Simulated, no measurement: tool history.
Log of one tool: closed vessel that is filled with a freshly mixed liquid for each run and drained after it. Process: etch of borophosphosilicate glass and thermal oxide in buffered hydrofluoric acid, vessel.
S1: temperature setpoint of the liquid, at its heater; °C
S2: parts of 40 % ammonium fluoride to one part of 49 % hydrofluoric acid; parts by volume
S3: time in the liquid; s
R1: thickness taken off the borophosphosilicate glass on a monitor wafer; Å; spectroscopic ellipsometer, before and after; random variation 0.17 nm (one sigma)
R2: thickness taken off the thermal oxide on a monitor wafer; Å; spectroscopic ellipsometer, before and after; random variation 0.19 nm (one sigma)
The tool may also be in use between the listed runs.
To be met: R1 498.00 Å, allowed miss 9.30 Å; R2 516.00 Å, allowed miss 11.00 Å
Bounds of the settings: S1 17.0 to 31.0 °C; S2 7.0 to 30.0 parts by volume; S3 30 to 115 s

| run | hour | S1 | S2 | S3 | R1 | R2 |
|---|---|---|---|---|---|---|
| 1 | 0.0 | 23.0 | 19.0 | 60 | 320.99 | 329.14 |
| 2 | 8.3 | 25.0 | 19.0 | 60 | 356.22 | 366.26 |
| 3 | 12.0 | 25.0 | 15.0 | 60 | 449.77 | 461.50 |
| 4 | 14.7 | 25.5 | 15.0 | 60 | 466.21 | 479.89 |
| 5 | 18.9 | 25.5 | 19.0 | 60 | 365.99 | 378.52 |
| 6 | 26.3 | 23.0 | 19.0 | 60 | 319.49 | 329.35 |
| 7 | 33.7 | 25.0 | 19.0 | 60 | 355.44 | 369.73 |
| 8 | 37.2 | 26.5 | 19.0 | 60 | 387.74 | 400.98 |
| 9 | 45.2 | 27.5 | 19.0 | 60 | 406.53 | 420.45 |
| 10 | 51.3 | 28.5 | 19.0 | 60 | 432.45 | 443.48 |
| 11 | 53.0 | 29.0 | 19.0 | 60 | 443.17 | 456.29 |
| 12 | 60.9 | 29.5 | 19.0 | 60 | 455.68 | 469.14 |
| 13 | 66.1 | 30.0 | 19.0 | 60 | 464.25 | 483.01 |
| 14 | 70.7 | 30.5 | 19.0 | 60 | 477.84 | 493.20 |

4 next moves are on the table. One of them brings every result within its allowed miss. Which?
| A | 75.3 | 31.0 | 22.0 | 65 | ? | ? |
| B | 75.3 | 31.0 | 15.5 | 50 | ? | ? |
| C | 75.3 | 29.5 | 16.5 | 55 | ? | ? |
| D | 75.3 | 29.5 | 15.0 | 50 | ? | ? |

| move | R1 | R2 |
|---|---|---|
| A | 471.72 | 492.53 |
| B | 497.80 | 519.24 |
| C | 476.18 | 496.48 |
| D | 475.49 | 495.59 |
A: further off than the last run
B: meets every target
C: further off than the last run
D: further off than the last run
Move B is the one to make.

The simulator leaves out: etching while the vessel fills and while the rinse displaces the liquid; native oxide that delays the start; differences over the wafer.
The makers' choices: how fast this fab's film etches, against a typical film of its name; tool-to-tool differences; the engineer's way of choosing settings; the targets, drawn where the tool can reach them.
